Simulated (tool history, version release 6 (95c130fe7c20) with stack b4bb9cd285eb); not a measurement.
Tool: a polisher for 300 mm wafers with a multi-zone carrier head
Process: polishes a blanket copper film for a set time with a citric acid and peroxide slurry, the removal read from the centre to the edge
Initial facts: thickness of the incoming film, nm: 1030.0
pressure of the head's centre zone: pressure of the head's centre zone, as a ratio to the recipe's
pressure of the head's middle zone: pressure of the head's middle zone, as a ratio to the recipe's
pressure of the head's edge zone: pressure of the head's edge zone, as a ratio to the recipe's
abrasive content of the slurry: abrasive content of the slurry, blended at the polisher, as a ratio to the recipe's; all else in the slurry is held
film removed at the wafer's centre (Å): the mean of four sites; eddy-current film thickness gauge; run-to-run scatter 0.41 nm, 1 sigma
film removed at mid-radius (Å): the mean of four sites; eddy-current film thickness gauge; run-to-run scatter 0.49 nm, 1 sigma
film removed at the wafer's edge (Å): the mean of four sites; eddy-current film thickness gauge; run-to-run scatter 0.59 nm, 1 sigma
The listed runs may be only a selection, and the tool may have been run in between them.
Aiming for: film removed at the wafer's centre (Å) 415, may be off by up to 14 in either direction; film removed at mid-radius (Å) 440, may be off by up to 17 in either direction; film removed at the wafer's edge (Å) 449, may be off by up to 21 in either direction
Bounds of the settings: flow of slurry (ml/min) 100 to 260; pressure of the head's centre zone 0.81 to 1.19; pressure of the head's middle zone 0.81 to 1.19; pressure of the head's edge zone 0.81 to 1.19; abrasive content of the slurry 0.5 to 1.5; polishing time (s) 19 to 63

run,hour,flow of slurry (ml/min),pressure of the head's centre zone,pressure of the head's middle zone,pressure of the head's edge zone,abrasive content of the slurry,polishing time (s),film removed at the wafer's centre (Å),film removed at mid-radius (Å),film removed at the wafer's edge (Å)
1,0,165,1,1,1,1,41,734.48,723.72,726.44
2,1.5,165,1,1,1.05,1,41,732.82,708.8,738.14
3,10.3,165,1.05,1,1.05,1,41,755.25,719.37,729.96
4,18,130,1.05,1,1.05,1,41,727.72,693.09,717.67
5,24.2,130,1.03,1,1.04,0.9,38,651.64,621.57,636.68
6,29.4,125,1,1,1.04,0.85,37,601.46,596.79,600
7,34.4,120,0.98,0.99,1.04,0.8,36,559.02,554.72,585.04
8,37.8,120,0.97,0.99,1.02,0.75,35,530.38,527.89,562.22
9,46.7,135,0.91,1.03,0.92,0.5,29,390.12,441.65,414.21

Next run, 4 choices. One meets every target within its allowed miss, the rest don't. Which?
A,55.6,100,0.86,0.9,0.81,0.65,34,?,?,?
B,55.6,115,1.01,1.01,0.81,0.55,30,?,?,?
C,55.6,120,0.86,1.08,0.91,0.65,28,?,?,?
D,55.6,135,0.96,1.04,0.87,0.5,29,?,?,?

move,film removed at the wafer's centre (Å),film removed at mid-radius (Å),film removed at the wafer's edge (Å)
A,421.98,441.13,453.22
B,443.77,431.33,397.3
C,367.74,444.35,405.42
D,418.19,436.21,399.85
A: all results in spec
B: takes the result that was furthest off past its target
C: the biggest miss grows against the last run
D: brings the result that was furthest off to its target, and leaves another outside
A is the move that brings every result within its allowed miss.
